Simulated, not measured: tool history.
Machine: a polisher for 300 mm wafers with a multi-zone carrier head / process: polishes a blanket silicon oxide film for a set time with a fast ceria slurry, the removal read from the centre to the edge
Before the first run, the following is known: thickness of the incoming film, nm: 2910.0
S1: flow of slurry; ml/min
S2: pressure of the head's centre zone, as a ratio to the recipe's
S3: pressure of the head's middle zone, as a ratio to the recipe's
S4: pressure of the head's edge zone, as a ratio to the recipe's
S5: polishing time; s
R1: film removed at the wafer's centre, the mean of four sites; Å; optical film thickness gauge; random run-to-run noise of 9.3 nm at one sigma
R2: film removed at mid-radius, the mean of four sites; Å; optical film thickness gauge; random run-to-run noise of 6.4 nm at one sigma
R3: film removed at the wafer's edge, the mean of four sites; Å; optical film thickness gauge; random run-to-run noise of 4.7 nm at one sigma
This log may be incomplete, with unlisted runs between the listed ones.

run    day   S1    S2    S3    S4  S5      R1      R2      R3
  1      0  275     1     1     1  51  8638.9  8638.9  8339.5
  2  0.288  270     1  0.97  0.96  48  7883.7    7646  7682.7
  3  0.562  270     1  0.97  0.93  48  7843.5  7852.4  7545.7
  4  0.812  220     1  0.97  0.93  48  7710.5  7564.6  7431.6
  5  0.858  220  1.01  0.96  0.91  47  7594.8  7493.8  7229.9
  6  0.912  220  1.02  0.94  0.89  46  7594.3  7061.1  6994.9
  7   0.95  215  1.01  0.93  0.87  45  7365.9  6876.4  6837.5
  8  1.133  210  1.01  0.92  0.86  45  7235.5  6772.5  6834.6
  9  1.408  205  1.01  0.92  0.85  45  7361.3    6858  6712.4
 10  1.721  205  1.01  0.92  0.85  45  7237.7  6833.7  6678.6

The next listed run, before its measurement:
 11  1.9  200  1.01  0.91  0.84  45   ?   ?   ?

{"run 11": {"R1": 7125.9, "R2": 6737.7, "R3": 6680.1}}
